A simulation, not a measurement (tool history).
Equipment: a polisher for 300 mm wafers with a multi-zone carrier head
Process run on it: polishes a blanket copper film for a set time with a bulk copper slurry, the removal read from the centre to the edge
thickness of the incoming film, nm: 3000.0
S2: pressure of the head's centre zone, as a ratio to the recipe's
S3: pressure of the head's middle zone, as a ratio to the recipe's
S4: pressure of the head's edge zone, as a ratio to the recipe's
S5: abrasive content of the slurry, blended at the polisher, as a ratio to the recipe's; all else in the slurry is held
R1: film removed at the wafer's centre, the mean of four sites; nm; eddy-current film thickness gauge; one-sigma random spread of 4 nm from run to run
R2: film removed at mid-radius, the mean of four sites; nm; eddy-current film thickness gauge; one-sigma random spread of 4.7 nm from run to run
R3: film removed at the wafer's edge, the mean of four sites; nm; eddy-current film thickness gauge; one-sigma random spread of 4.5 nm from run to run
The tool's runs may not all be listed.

Run 1, hour 0.0: flow of slurry (ml/min) 280, S2 1.00, S3 1.00, S4 1.00, S5 1.00, polishing time (s) 35. Result: R1 238.54 nm, R2 228.91 nm, R3 235.28 nm.
Run 2, hour 3.7: flow of slurry (ml/min) 315, S2 1.00, S3 1.00, S4 1.00, S5 1.00, polishing time (s) 35. Result: R1 240.91 nm, R2 229.62 nm, R3 234.68 nm.
Run 3, hour 5.6: flow of slurry (ml/min) 375, S2 1.00, S3 1.00, S4 1.00, S5 1.00, polishing time (s) 35. Result: R1 246.85 nm, R2 242.25 nm, R3 235.16 nm.
Run 4, hour 12.1: flow of slurry (ml/min) 375, S2 1.01, S3 1.01, S4 1.01, S5 1.05, polishing time (s) 36. Result: R1 258.78 nm, R2 245.97 nm, R3 254.15 nm.
Run 5, hour 19.8: flow of slurry (ml/min) 375, S2 1.01, S3 1.01, S4 1.07, S5 1.05, polishing time (s) 36. Result: R1 256.13 nm, R2 253.21 nm, R3 263.22 nm.
Run 6, hour 23.0: flow of slurry (ml/min) 380, S2 1.02, S3 1.03, S4 1.06, S5 1.05, polishing time (s) 37. Result: R1 267.41 nm, R2 261.32 nm, R3 265.26 nm.
Run 7, hour 28.3: flow of slurry (ml/min) 385, S2 1.02, S3 1.05, S4 1.06, S5 1.10, polishing time (s) 37. Result: R1 277.86 nm, R2 269.45 nm, R3 278.41 nm.

The next listed run, before its measurement:
Run 8, hour 36.3: flow of slurry (ml/min) 390, S2 1.02, S3 1.07, S4 1.05, S5 1.10, polishing time (s) 37. Result: R1 ?, R2 ?, R3 ?.

R1: 272.06 nm
R2: 274.05 nm
R3: 271.05 nm
